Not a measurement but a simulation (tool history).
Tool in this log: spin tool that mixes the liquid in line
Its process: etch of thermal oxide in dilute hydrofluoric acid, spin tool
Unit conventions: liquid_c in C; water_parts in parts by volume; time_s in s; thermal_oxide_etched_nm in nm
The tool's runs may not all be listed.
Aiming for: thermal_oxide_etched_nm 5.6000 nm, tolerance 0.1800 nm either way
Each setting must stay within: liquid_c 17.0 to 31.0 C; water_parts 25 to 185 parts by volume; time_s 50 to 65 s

{"run": 1, "hour": 0.0, "liquid_c": 23.0, "water_parts": 105, "time_s": 65, "thermal_oxide_etched_nm": 2.5304}
{"run": 2, "hour": 8.0, "liquid_c": 23.0, "water_parts": 95, "time_s": 65, "thermal_oxide_etched_nm": 2.8005}
{"run": 3, "hour": 10.7, "liquid_c": 25.0, "water_parts": 85, "time_s": 65, "thermal_oxide_etched_nm": 3.4848}
{"run": 4, "hour": 16.7, "liquid_c": 25.0, "water_parts": 85, "time_s": 65, "thermal_oxide_etched_nm": 3.4609}
{"run": 5, "hour": 25.1, "liquid_c": 25.0, "water_parts": 105, "time_s": 65, "thermal_oxide_etched_nm": 2.7432}
{"run": 6, "hour": 31.0, "liquid_c": 25.0, "water_parts": 105, "time_s": 65, "thermal_oxide_etched_nm": 2.7615}
{"run": 7, "hour": 34.4, "liquid_c": 26.5, "water_parts": 95, "time_s": 65, "thermal_oxide_etched_nm": 3.2395}
{"run": 8, "hour": 36.4, "liquid_c": 27.5, "water_parts": 85, "time_s": 65, "thermal_oxide_etched_nm": 3.7692}
{"run": 9, "hour": 39.6, "liquid_c": 27.5, "water_parts": 85, "time_s": 65, "thermal_oxide_etched_nm": 3.8781}
{"run": 10, "hour": 44.6, "liquid_c": 28.5, "water_parts": 80, "time_s": 65, "thermal_oxide_etched_nm": 4.218}
{"run": 11, "hour": 48.2, "liquid_c": 29.0, "water_parts": 75, "time_s": 65, "thermal_oxide_etched_nm": 4.6677}
{"run": 12, "hour": 54.8, "liquid_c": 29.5, "water_parts": 75, "time_s": 65, "thermal_oxide_etched_nm": 4.7769}
{"run": 13, "hour": 59.5, "liquid_c": 30.0, "water_parts": 75, "time_s": 65, "thermal_oxide_etched_nm": 4.933}
{"run": 14, "hour": 64.6, "liquid_c": 30.5, "water_parts": 75, "time_s": 65, "thermal_oxide_etched_nm": 4.9915}

Which of these 5 next moves meets every target?
{"run": "A", "hour": 69.7, "liquid_c": 29.5, "water_parts": 65, "time_s": 65, "thermal_oxide_etched_nm": "?"}
{"run": "B", "hour": 69.7, "liquid_c": 27.5, "water_parts": 75, "time_s": 65, "thermal_oxide_etched_nm": "?"}
{"run": "C", "hour": 69.7, "liquid_c": 31.0, "water_parts": 65, "time_s": 65, "thermal_oxide_etched_nm": "?"}
{"run": "D", "hour": 69.7, "liquid_c": 30.0, "water_parts": 70, "time_s": 65, "thermal_oxide_etched_nm": "?"}
{"run": "E", "hour": 69.7, "liquid_c": 29.5, "water_parts": 70, "time_s": 65, "thermal_oxide_etched_nm": "?"}

move=A thermal_oxide_etched_nm=5.5279
move=B thermal_oxide_etched_nm=4.3660
move=C thermal_oxide_etched_nm=5.8562
move=D thermal_oxide_etched_nm=5.1917
move=E thermal_oxide_etched_nm=5.0929
A: all results land within tolerance of their targets
B: the biggest miss grows against the last run
C: carries the result that was furthest off beyond its target, to the other side
D: closes in on the targets versus the last run, not all within tolerance yet
E: closes in on the targets versus the last run, not all within tolerance yet
Correct choice: A, which meets every target
